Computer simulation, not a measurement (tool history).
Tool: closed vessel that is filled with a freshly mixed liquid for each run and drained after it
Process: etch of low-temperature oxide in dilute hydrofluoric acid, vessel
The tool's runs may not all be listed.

run	day	temperature setpoint of the liquid (°C)	parts of water to one part of 49 % hydrofluoric acid (parts by volume)	time in the liquid (s)	thickness taken off the low-temperature oxide on a monitor wafer (nm)
1	0	22	65	45	15.87
2	0.092	22	65	35	12.234
3	0.421	22	65	45	16.142
4	0.538	21	70	45	14.126
5	0.679	21	60	45	16.807
6	0.833	21	60	45	16.628
7	1.162	20.5	65	45	15.134
8	1.438	20	70	45	13.591

Run 9 comes next. What will it give?
9	1.521	19.5	75	45	?

{"run 9": {"thickness taken off the low-temperature oxide on a monitor wafer (nm)": 12.255}}
